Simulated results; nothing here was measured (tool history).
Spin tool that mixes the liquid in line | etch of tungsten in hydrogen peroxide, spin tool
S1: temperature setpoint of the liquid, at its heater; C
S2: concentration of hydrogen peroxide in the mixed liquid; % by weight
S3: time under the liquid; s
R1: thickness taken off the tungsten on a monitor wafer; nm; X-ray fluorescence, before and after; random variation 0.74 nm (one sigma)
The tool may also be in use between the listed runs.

{"run": 1, "hour": 0.0, "S1": 49.0, "S2": 21.5, "S3": 55, "R1": 59.793}
{"run": 2, "hour": 9.0, "S1": 53.0, "S2": 21.5, "S3": 55, "R1": 75.56}
{"run": 3, "hour": 12.7, "S1": 50.0, "S2": 21.5, "S3": 55, "R1": 64.036}
{"run": 4, "hour": 21.0, "S1": 50.0, "S2": 19.5, "S3": 55, "R1": 60.739}
{"run": 5, "hour": 29.5, "S1": 50.0, "S2": 21.0, "S3": 55, "R1": 62.396}
{"run": 6, "hour": 35.9, "S1": 51.0, "S2": 21.0, "S3": 55, "R1": 66.491}
{"run": 7, "hour": 42.2, "S1": 51.0, "S2": 21.0, "S3": 55, "R1": 65.783}
{"run": 8, "hour": 45.9, "S1": 52.0, "S2": 21.0, "S3": 55, "R1": 71.075}
{"run": 9, "hour": 46.5, "S1": 53.0, "S2": 21.0, "S3": 55, "R1": 75.823}

The next listed run, before its measurement:
{"run": 10, "hour": 52.9, "S1": 53.5, "S2": 21.0, "S3": 55, "R1": "?"}

R1: 75.964 nm
